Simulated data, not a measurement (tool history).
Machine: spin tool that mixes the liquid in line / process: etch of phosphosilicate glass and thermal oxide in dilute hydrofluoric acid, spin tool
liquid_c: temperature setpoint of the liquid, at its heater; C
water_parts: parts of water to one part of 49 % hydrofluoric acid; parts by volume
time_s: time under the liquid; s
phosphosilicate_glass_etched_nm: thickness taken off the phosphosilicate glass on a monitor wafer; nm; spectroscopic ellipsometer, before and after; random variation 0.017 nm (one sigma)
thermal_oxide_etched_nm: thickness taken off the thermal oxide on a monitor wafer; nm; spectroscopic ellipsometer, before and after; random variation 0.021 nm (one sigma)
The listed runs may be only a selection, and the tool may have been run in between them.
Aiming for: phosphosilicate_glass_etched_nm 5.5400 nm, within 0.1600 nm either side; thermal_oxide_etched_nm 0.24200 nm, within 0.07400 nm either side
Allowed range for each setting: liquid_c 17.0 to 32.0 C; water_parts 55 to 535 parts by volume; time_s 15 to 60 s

run  hour  liquid_c  water_parts  time_s  phosphosilicate_glass_etched_nm  thermal_oxide_etched_nm
  1   0.0      24.0          295      30                           9.1058                  0.36169
  2   2.2      22.0          315      30                           7.8597                  0.31566
  3   8.9      20.5          330      30                           7.0004                  0.31776
  4  15.7      20.0          340      30                           6.6106                  0.27378
  5  20.7      19.0          345      30                           6.2728                  0.33146
  6  27.8      19.0          345      45                           9.3982                  0.34035
  7  30.6      18.5          375      45                           8.3246                  0.37947
  8  39.3      18.5          375      45                           8.2609                  0.39173
  9  48.0      18.5          400      45                           7.6333                  0.35248
 10  55.0      18.5          425      45                           7.0274                  0.32712
 11  61.6      18.5          445      45                           6.6225                  0.27810
 12  64.1      18.0          455      45                           6.3134                  0.31052
 13  69.0      18.0          470      45                           5.9906                  0.28397

Which single option among these 5 for the next run brings every result within its allowed miss of target? Just one does.
  A  73.9      18.0          515      45                                ?                        ?
  B  73.9      18.5          485      40                                ?                        ?
  C  73.9      17.0          330      30                                ?                        ?
  D  73.9      24.5          510      40                                ?                        ?
  E  73.9      18.0          500      45                                ?                        ?

move  phosphosilicate_glass_etched_nm  thermal_oxide_etched_nm
   A                           5.2931                  0.21782
   B                           5.1966                  0.21385
   C                           6.1323                  0.25236
   D                           5.8853                  0.24219
   E                           5.5127                  0.22686
A: the result that was furthest off in the last run now lies on the other side of its target
B: the result that was furthest off in the last run now lies on the other side of its target
C: the biggest miss grows against the last run
D: better than the last run, though not everything is in spec
E: each result inside its tolerance
Correct choice: E, which meets every target

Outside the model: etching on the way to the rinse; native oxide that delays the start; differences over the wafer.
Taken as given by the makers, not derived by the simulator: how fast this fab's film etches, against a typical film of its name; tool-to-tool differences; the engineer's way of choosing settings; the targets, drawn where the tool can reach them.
